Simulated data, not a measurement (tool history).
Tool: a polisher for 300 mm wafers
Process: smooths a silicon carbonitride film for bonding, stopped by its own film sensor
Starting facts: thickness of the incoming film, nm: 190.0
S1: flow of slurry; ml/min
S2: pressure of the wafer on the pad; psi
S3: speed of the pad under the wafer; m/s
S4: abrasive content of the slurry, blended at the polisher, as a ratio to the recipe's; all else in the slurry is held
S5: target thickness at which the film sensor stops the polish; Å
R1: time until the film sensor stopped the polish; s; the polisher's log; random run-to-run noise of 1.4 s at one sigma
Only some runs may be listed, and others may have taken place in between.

run,day,S1,S2,S3,S4,S5,R1
1,0.000,320,2.2,0.82,1.0,1510,169.90
2,0.079,320,2.4,0.82,1.0,1510,161.16
3,0.208,320,2.6,0.84,1.0,1510,144.57
4,0.275,280,2.6,0.84,1.0,1510,145.39
5,0.575,280,2.6,0.84,1.0,1510,149.01
6,0.629,280,2.6,0.84,1.0,1490,154.64

What will run 7 give?
7,0.854,280,2.7,0.86,1.0,1490,?

{"run 7": {"R1": 148.06}}
